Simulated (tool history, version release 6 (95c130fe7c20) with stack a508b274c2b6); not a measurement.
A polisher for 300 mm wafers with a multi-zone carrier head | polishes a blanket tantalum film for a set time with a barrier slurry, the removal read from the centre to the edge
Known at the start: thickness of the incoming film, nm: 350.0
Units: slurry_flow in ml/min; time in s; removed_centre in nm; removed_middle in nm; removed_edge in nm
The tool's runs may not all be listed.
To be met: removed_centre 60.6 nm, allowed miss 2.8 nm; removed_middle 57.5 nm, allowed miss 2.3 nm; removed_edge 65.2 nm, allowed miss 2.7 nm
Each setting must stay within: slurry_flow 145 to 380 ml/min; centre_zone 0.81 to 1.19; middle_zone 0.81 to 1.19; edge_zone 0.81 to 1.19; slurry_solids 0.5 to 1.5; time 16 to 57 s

run,hour,slurry_flow,centre_zone,middle_zone,edge_zone,slurry_solids,time,removed_centre,removed_middle,removed_edge
1,0,245,1,1,1,1,36,79.415,71.82,70.46
2,8.7,245,1,1,1.06,1,36,78.245,71.581,71.919
3,9.9,240,0.96,0.97,1.06,0.9,36,74.992,68.073,70.437
4,15.7,280,0.96,0.97,1.06,0.9,36,74.036,69.916,70.811
5,17.4,280,0.96,0.97,1.06,1.05,36,79.702,70.464,73.351
6,19.1,275,0.93,0.94,1.07,0.95,36,74.116,67.631,72.091
7,24.3,275,0.91,0.92,1.07,0.85,36,69.392,65.223,70.401
8,25.6,275,0.9,0.9,1.06,0.8,36,67.436,61.955,66.319
9,29.5,270,0.88,0.89,1.07,0.8,36,67.141,62.726,67.357
10,33.4,270,0.87,0.87,1.08,0.75,36,63.037,59.388,66.509

Which one of the following 5 next-run settings gets every result inside its allowed miss? There is exactly one.
A,37.3,325,0.91,0.89,0.97,0.7,36,?,?,?
B,37.3,235,0.83,0.92,0.97,0.7,38,?,?,?
C,37.3,225,0.81,0.83,1.15,0.7,38,?,?,?
D,37.3,245,0.85,0.87,1.09,0.65,37,?,?,?
E,37.3,280,0.95,0.81,1.15,0.65,36,?,?,?

move,removed_centre,removed_middle,removed_edge
A,66.663,59.687,62.456
B,61.599,62.415,64.047
C,59.666,56.969,69.258
D,60.051,56.695,64.366
E,66.463,52.844,65.16
A: moves away from the targets compared with the last run
B: brings the result that was furthest off to its target, and leaves another outside
C: brings the result that was furthest off to its target, and leaves another outside
D: hits every target within its allowed miss
E: moves away from the targets compared with the last run
The right move is D.
